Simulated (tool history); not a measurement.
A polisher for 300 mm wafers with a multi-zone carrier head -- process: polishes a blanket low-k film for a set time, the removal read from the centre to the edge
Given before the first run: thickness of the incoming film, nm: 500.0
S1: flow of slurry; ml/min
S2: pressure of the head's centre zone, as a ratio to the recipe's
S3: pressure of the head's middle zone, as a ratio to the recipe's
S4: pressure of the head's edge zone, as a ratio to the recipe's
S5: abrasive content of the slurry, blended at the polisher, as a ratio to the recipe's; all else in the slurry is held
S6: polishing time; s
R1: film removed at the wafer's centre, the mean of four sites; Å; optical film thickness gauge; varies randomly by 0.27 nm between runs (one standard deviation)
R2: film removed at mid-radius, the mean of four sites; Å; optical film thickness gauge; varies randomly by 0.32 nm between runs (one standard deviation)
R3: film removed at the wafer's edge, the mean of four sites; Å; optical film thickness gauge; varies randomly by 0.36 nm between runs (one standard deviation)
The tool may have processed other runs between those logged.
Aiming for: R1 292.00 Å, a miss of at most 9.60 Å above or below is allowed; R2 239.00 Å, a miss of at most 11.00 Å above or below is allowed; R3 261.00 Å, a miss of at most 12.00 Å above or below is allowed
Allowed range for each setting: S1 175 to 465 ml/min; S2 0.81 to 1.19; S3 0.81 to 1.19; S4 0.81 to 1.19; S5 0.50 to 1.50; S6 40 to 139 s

Run 1, hour 0.0: S1 295 ml/min, S2 1.00, S3 1.00, S4 1.00, S5 1.00, S6 89 s. Result: R1 425.48 Å, R2 377.13 Å, R3 382.73 Å.
Run 2, hour 3.2: S1 295 ml/min, S2 1.00, S3 1.00, S4 0.93, S5 1.00, S6 89 s. Result: R1 424.43 Å, R2 373.51 Å, R3 365.03 Å.
Run 3, hour 5.9: S1 295 ml/min, S2 1.07, S3 1.00, S4 0.93, S5 1.00, S6 89 s. Result: R1 451.79 Å, R2 384.92 Å, R3 372.02 Å.
Run 4, hour 9.8: S1 245 ml/min, S2 1.07, S3 1.00, S4 0.93, S5 1.00, S6 89 s. Result: R1 447.89 Å, R2 378.42 Å, R3 366.35 Å.
Run 5, hour 11.6: S1 245 ml/min, S2 1.04, S3 0.97, S4 0.92, S5 0.90, S6 88 s. Result: R1 405.21 Å, R2 347.46 Å, R3 353.07 Å.
Run 6, hour 17.0: S1 245 ml/min, S2 1.04, S3 0.97, S4 0.92, S5 0.75, S6 88 s. Result: R1 377.93 Å, R2 322.18 Å, R3 320.88 Å.
Run 7, hour 18.4: S1 250 ml/min, S2 1.03, S3 0.95, S4 0.92, S5 0.70, S6 86 s. Result: R1 346.21 Å, R2 296.80 Å, R3 310.13 Å.
Run 8, hour 18.9: S1 250 ml/min, S2 1.04, S3 0.94, S4 0.91, S5 0.65, S6 85 s. Result: R1 343.82 Å, R2 284.49 Å, R3 294.55 Å.
At hour 23.5: centre zone pressure recalibrated.
Run 9, hour 23.5: S1 255 ml/min, S2 1.03, S3 0.93, S4 0.90, S5 0.60, S6 84 s. Result: R1 297.97 Å, R2 267.90 Å, R3 274.54 Å.
Run 10, hour 27.8: S1 245 ml/min, S2 1.04, S3 0.91, S4 0.89, S5 0.60, S6 84 s. Result: R1 299.96 Å, R2 263.77 Å, R3 275.43 Å.
Run 11, hour 30.3: S1 245 ml/min, S2 1.06, S3 0.90, S4 0.89, S5 0.60, S6 84 s. Result: R1 308.59 Å, R2 256.15 Å, R3 265.95 Å.
Run 12, hour 37.5: S1 245 ml/min, S2 1.06, S3 0.89, S4 0.89, S5 0.60, S6 84 s. Result: R1 306.10 Å, R2 254.33 Å, R3 272.08 Å.
Run 13, hour 39.9: S1 235 ml/min, S2 1.05, S3 0.85, S4 0.85, S5 0.50, S6 84 s. Result: R1 279.33 Å, R2 229.49 Å, R3 245.18 Å.

Below are 4 possible settings for the next run. Only one of them brings all results inside the allowed miss of their targets. Which is it?
Run A, hour 42.3: S1 190 ml/min, S2 1.08, S3 0.86, S4 0.85, S5 0.50, S6 90 s. Result: R1 ?, R2 ?, R3 ?.
Run B, hour 42.3: S1 255 ml/min, S2 1.01, S3 0.90, S4 0.81, S5 0.50, S6 92 s. Result: R1 ?, R2 ?, R3 ?.
Run C, hour 42.3: S1 215 ml/min, S2 0.99, S3 0.93, S4 0.81, S5 0.60, S6 78 s. Result: R1 ?, R2 ?, R3 ?.
Run D, hour 42.3: S1 260 ml/min, S2 0.97, S3 0.90, S4 0.93, S5 0.55, S6 83 s. Result: R1 ?, R2 ?, R3 ?.

move      R1      R2      R3
   A  295.27  239.04  258.71
   B  297.04  265.76  267.78
   C  259.77  244.35  240.94
   D  268.81  250.44  268.38
A: all results land within tolerance of their targets
B: corrects the largest miss of the last run, while another result sits out of spec
C: misses by more than the last run did
D: misses by more than the last run did
The move that meets every target is A.
